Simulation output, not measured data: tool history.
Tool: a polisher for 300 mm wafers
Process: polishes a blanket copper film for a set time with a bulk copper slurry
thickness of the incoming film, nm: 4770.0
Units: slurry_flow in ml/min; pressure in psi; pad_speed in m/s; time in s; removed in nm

Run 1, hour 0.0: slurry_flow 150 ml/min, pressure 1.9 psi, pad_speed 1.34 m/s, slurry_solids 1.00, time 27 s. Result: removed 235.38 nm.
Run 2, hour 2.8: slurry_flow 150 ml/min, pressure 1.9 psi, pad_speed 1.34 m/s, slurry_solids 0.85, time 27 s. Result: removed 223.63 nm.
Run 3, hour 7.9: slurry_flow 150 ml/min, pressure 1.9 psi, pad_speed 1.34 m/s, slurry_solids 0.95, time 27 s. Result: removed 232.22 nm.
Run 4, hour 9.2: slurry_flow 145 ml/min, pressure 1.8 psi, pad_speed 1.34 m/s, slurry_solids 0.95, time 27 s. Result: removed 219.94 nm.
Run 5, hour 17.2: slurry_flow 170 ml/min, pressure 1.8 psi, pad_speed 1.34 m/s, slurry_solids 0.95, time 27 s. Result: removed 220.58 nm.
Run 6, hour 24.5: slurry_flow 170 ml/min, pressure 1.8 psi, pad_speed 1.64 m/s, slurry_solids 0.95, time 27 s. Result: removed 271.49 nm.
Run 7, hour 28.8: slurry_flow 170 ml/min, pressure 1.6 psi, pad_speed 1.64 m/s, slurry_solids 0.95, time 27 s. Result: removed 243.39 nm.
Run 8, hour 36.3: slurry_flow 140 ml/min, pressure 1.0 psi, pad_speed 1.62 m/s, slurry_solids 0.95, time 27 s. Result: removed 148.14 nm.
Run 9, hour 42.5: slurry_flow 150 ml/min, pressure 1.0 psi, pad_speed 1.62 m/s, slurry_solids 0.95, time 27 s. Result: removed 148.92 nm.

Forecast run 10:
Run 10, hour 45.0: slurry_flow 155 ml/min, pressure 1.0 psi, pad_speed 1.62 m/s, slurry_solids 0.95, time 27 s. Result: removed ?.

{"run 10": {"removed": 150.04}}
